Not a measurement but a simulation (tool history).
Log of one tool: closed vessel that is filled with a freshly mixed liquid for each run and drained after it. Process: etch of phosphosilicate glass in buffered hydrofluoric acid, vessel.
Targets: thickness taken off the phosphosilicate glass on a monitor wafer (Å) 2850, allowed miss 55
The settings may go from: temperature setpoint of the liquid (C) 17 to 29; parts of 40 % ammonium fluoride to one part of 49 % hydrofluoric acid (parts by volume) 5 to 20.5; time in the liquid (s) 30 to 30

run	day	temperature setpoint of the liquid (C)	parts of 40 % ammonium fluoride to one part of 49 % hydrofluoric acid (parts by volume)	time in the liquid (s)	thickness taken off the phosphosilicate glass on a monitor wafer (Å)
1	0	21	12.5	30	1068.3
2	0.038	21	12.5	30	1061.9
3	0.3	23	10.5	30	1406.6
4	0.575	24.5	9	30	1702.4
5	0.704	24.5	7.5	30	2073.5
6	0.867	26	7.5	30	2230.8
7	1.225	27	7.5	30	2368.5
8	1.317	27.5	7.5	30	2434
9	1.408	28	7.5	30	2517.1
10	1.617	28.5	7.5	30	2578.9

4 next moves are on the table. One of them brings every result within its allowed miss. Which?
A	1.825	29	8	30	?
B	1.825	28	7	30	?
C	1.825	29	7	30	?
D	1.825	22.5	6	30	?

move	thickness taken off the phosphosilicate glass on a monitor wafer (Å)
A	2445.6
B	2679.2
C	2824.6
D	2275.3
A: further off than the last run
B: nearer than the last run, and not there yet
C: meets every target
D: further off than the last run
The right move is C.

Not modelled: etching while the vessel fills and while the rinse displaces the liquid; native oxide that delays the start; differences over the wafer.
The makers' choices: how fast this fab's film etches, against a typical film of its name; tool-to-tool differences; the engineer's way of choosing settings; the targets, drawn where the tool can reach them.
